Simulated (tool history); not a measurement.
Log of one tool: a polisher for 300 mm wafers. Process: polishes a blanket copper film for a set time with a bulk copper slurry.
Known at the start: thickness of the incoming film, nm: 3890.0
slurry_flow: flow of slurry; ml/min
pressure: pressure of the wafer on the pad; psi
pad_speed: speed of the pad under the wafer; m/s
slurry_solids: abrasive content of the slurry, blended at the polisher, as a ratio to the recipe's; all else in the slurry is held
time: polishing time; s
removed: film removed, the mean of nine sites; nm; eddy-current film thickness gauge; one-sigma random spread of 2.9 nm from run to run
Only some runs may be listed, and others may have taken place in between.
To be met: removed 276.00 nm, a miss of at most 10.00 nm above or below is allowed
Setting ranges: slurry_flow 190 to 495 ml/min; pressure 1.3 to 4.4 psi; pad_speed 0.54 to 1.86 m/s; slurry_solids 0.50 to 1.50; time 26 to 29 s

run,hour,slurry_flow,pressure,pad_speed,slurry_solids,time,removed
1,0.0,320,2.8,1.18,1.00,29,339.95
2,4.6,320,2.7,1.18,1.00,29,334.18
3,12.9,320,2.6,1.18,1.00,29,313.85
4,16.7,370,2.6,1.18,1.00,29,323.54
5,23.8,370,2.5,1.18,1.00,29,310.43
6,25.6,370,2.5,1.18,1.15,29,328.01
7,31.4,370,2.4,1.18,1.15,29,314.09
8,33.3,370,2.3,1.18,1.15,29,299.04
9,34.2,365,2.3,1.18,1.15,29,299.21
10,36.6,365,2.3,1.18,1.15,29,300.41
11,38.7,365,2.3,1.18,1.15,29,301.26
12,39.8,360,2.2,1.18,1.15,29,290.83

Which one of the following 5 next-run settings gets every result inside its allowed miss? There is exactly one.
A,40.9,405,2.0,1.32,1.15,28,?
B,40.9,315,2.1,1.28,1.25,29,?
C,40.9,320,2.0,1.48,1.00,29,?
D,40.9,320,2.3,1.28,1.15,29,?
E,40.9,400,2.7,1.02,1.15,28,?

move,removed
A,277.59
B,295.47
C,296.00
D,314.98
E,304.15
A: every result within its allowed miss
B: further off than the last run
C: further off than the last run
D: further off than the last run
E: further off than the last run
A meets every target.

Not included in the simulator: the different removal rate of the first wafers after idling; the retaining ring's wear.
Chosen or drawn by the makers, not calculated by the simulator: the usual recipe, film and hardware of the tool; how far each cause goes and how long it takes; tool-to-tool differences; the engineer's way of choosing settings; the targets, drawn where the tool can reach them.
